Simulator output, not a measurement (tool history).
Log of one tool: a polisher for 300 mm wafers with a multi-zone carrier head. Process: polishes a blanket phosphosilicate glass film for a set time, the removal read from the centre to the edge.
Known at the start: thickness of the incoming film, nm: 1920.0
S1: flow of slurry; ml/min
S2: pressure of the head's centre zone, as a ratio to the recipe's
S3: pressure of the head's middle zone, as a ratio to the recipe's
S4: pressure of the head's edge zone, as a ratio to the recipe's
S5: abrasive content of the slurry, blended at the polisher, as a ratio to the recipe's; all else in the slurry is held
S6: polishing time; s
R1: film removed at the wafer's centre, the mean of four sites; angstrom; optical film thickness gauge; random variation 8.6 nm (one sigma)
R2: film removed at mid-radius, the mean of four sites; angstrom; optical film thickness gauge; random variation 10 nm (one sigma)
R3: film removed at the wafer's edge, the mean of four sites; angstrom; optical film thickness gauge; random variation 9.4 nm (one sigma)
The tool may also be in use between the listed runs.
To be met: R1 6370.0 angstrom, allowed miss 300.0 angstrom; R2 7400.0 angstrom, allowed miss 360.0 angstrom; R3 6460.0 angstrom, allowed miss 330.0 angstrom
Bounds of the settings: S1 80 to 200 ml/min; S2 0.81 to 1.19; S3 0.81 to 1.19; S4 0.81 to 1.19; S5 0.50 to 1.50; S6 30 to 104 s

run,hour,S1,S2,S3,S4,S5,S6,R1,R2,R3
1,0.0,130,1.00,1.00,1.00,1.00,67,5100.7,5233.7,5100.2
2,6.8,135,1.00,1.03,1.02,1.05,67,5292.1,5536.3,5253.4
3,13.0,135,1.00,1.03,1.02,0.95,67,4931.1,5257.5,5047.9
4,17.6,135,1.00,0.96,1.02,0.95,67,4984.0,4941.8,5105.2
5,24.1,140,0.99,0.99,1.03,1.05,68,5381.0,5380.6,5503.5
6,32.2,140,1.03,0.99,1.03,1.05,68,5649.9,5554.9,5394.0
7,35.9,145,1.02,1.02,1.04,1.10,69,5768.6,6016.3,5843.8
8,44.8,180,1.06,1.12,0.99,1.15,70,6354.9,6943.9,6088.7
9,51.6,180,1.05,1.13,1.00,1.15,70,6328.1,6893.5,6138.6
10,56.5,180,1.04,1.14,1.00,1.15,70,6341.1,6894.0,6115.2
11,57.1,180,1.02,1.15,1.00,1.15,70,6276.6,6903.9,5906.8

4 next moves are on the table. One of them brings every result within its allowed miss. Which?
A,57.7,140,1.04,1.19,1.16,0.90,78,?,?,?
B,57.7,165,1.02,1.19,1.13,0.80,91,?,?,?
C,57.7,165,0.90,1.19,0.96,1.10,78,?,?,?
D,57.7,175,1.06,1.14,0.96,1.10,68,?,?,?

move,R1,R2,R3
A,5772.0,6792.8,6005.4
B,6303.9,7533.8,6527.0
C,5842.1,7927.4,6436.1
D,6074.9,6740.3,5657.0
A: further off than the last run
B: meets every target
C: brings the result that was furthest off to its target, and leaves another outside
D: further off than the last run
The right move is B.

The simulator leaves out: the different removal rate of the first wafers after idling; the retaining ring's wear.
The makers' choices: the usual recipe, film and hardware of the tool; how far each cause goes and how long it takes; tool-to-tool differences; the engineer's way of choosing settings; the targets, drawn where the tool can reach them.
